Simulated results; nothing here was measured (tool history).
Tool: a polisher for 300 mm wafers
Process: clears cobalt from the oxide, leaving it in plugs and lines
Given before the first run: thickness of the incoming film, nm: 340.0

run  hour  flow of slurry (ml/min)  pressure of the wafer on the pad (psi)  speed of the pad under the wafer (cm/s)  overpolish time after the end point (s)  time until the end point was called (s)  dishing of a wide line in a test structure (Å)
  1     0                      145                                     1.9                                       84                                       17                                   82.688                                          234.29
  2   1.7                      145                                     1.9                                       74                                       17                                   89.609                                          230.63
  3   5.5                      155                                     2.2                                       74                                       17                                   78.713                                          248.94
  4   7.5                      155                                     2.4                                       76                                       14                                   73.084                                          237.22
  5   8.9                      160                                     2.6                                       78                                       14                                   66.896                                          238.86
  6    16                      160                                       3                                       78                                       14                                   59.788                                          246.64

What does the tool deliver on the next run?
  7  19.4                      170                                       3                                       80                                       14                                        ?                                               ?

Run 7 measured time until the end point was called (s) 58.28, dishing of a wide line in a test structure (Å) 249.37.
